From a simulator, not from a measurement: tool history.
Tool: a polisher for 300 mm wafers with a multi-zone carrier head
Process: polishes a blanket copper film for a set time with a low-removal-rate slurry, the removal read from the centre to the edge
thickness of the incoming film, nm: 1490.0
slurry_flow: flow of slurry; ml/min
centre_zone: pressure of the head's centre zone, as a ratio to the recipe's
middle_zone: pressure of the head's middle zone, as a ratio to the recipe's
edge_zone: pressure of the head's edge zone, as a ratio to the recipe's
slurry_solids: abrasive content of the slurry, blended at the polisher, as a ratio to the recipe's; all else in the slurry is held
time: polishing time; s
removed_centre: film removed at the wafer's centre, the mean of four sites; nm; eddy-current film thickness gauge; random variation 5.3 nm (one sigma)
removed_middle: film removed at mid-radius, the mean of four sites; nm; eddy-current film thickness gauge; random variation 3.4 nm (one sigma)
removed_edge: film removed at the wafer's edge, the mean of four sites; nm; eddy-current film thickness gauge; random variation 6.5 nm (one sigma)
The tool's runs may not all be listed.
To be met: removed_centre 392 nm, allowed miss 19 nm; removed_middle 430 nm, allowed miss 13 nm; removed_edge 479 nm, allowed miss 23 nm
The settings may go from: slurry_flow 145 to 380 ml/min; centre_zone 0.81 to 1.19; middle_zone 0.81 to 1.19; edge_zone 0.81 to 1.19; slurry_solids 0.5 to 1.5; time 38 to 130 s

Run 1, day 0: slurry_flow 245 ml/min, centre_zone 1, middle_zone 1, edge_zone 1, slurry_solids 1, time 84 s. Result: removed_centre 378.53 nm, removed_middle 368.75 nm, removed_edge 365.43 nm.
Run 2, day 0.288: slurry_flow 245 ml/min, centre_zone 1, middle_zone 1.05, edge_zone 1, slurry_solids 1, time 84 s. Result: removed_centre 383.81 nm, removed_middle 379.6 nm, removed_edge 366.75 nm.
Run 3, day 0.471: slurry_flow 245 ml/min, centre_zone 0.98, middle_zone 1.04, edge_zone 1.03, slurry_solids 1.05, time 85 s. Result: removed_centre 378.61 nm, removed_middle 379.78 nm, removed_edge 377.18 nm.
Run 4, day 0.562: slurry_flow 245 ml/min, centre_zone 0.98, middle_zone 1.04, edge_zone 1.03, slurry_solids 1.05, time 65 s. Result: removed_centre 283.22 nm, removed_middle 295.8 nm, removed_edge 297.06 nm.
Run 5, day 0.642: slurry_flow 245 ml/min, centre_zone 0.98, middle_zone 0.97, edge_zone 1.03, slurry_solids 1.05, time 65 s. Result: removed_centre 293.3 nm, removed_middle 278.82 nm, removed_edge 305.43 nm.
Run 6, day 0.7: slurry_flow 245 ml/min, centre_zone 0.96, middle_zone 0.98, edge_zone 1.05, slurry_solids 1.1, time 69 s. Result: removed_centre 305.43 nm, removed_middle 300.2 nm, removed_edge 323.09 nm.
Run 7, day 0.992: slurry_flow 245 ml/min, centre_zone 0.94, middle_zone 0.98, edge_zone 1.07, slurry_solids 1.15, time 72 s. Result: removed_centre 319.22 nm, removed_middle 311.93 nm, removed_edge 338.72 nm.
Run 8, day 1.171: slurry_flow 245 ml/min, centre_zone 0.94, middle_zone 0.98, edge_zone 1.07, slurry_solids 1.15, time 72 s. Result: removed_centre 322.56 nm, removed_middle 316.15 nm, removed_edge 339.48 nm.
Run 9, day 1.304: slurry_flow 240 ml/min, centre_zone 0.92, middle_zone 0.98, edge_zone 1.09, slurry_solids 1.15, time 75 s. Result: removed_centre 333.5 nm, removed_middle 326.06 nm, removed_edge 355.16 nm.
Run 10, day 1.579: slurry_flow 240 ml/min, centre_zone 0.92, middle_zone 0.98, edge_zone 1.09, slurry_solids 1.15, time 75 s. Result: removed_centre 323.29 nm, removed_middle 326.87 nm, removed_edge 366.38 nm.
Run 11, day 1.662: slurry_flow 235 ml/min, centre_zone 0.91, middle_zone 0.99, edge_zone 1.1, slurry_solids 1.2, time 77 s. Result: removed_centre 332.08 nm, removed_middle 339.42 nm, removed_edge 377.89 nm.

Which of these 5 next moves meets every target?
Run A, day 1.746: slurry_flow 245 ml/min, centre_zone 0.88, middle_zone 1.13, edge_zone 1.06, slurry_solids 1.15, time 58 s. Result: removed_centre ?, removed_middle ?, removed_edge ?.
Run B, day 1.746: slurry_flow 240 ml/min, centre_zone 0.96, middle_zone 1.02, edge_zone 0.96, slurry_solids 1.15, time 64 s. Result: removed_centre ?, removed_middle ?, removed_edge ?.
Run C, day 1.746: slurry_flow 145 ml/min, centre_zone 0.81, middle_zone 1.08, edge_zone 1.13, slurry_solids 1.25, time 104 s. Result: removed_centre ?, removed_middle ?, removed_edge ?.
Run D, day 1.746: slurry_flow 340 ml/min, centre_zone 1.15, middle_zone 0.9, edge_zone 0.98, slurry_solids 1.15, time 64 s. Result: removed_centre ?, removed_middle ?, removed_edge ?.
Run E, day 1.746: slurry_flow 200 ml/min, centre_zone 0.83, middle_zone 1, edge_zone 1.16, slurry_solids 1.15, time 99 s. Result: removed_centre ?, removed_middle ?, removed_edge ?.

move  removed_centre  removed_middle  removed_edge
   A          246.77          288.08        275.99
   B           290.1          290.44        291.25
   C          379.39          459.07        483.51
   D          348.96          271.47           303
   E          389.44           430.1         481.4
A: further off than the last run
B: further off than the last run
C: takes the result that was furthest off past its target
D: further off than the last run
E: meets every target
Answer: E
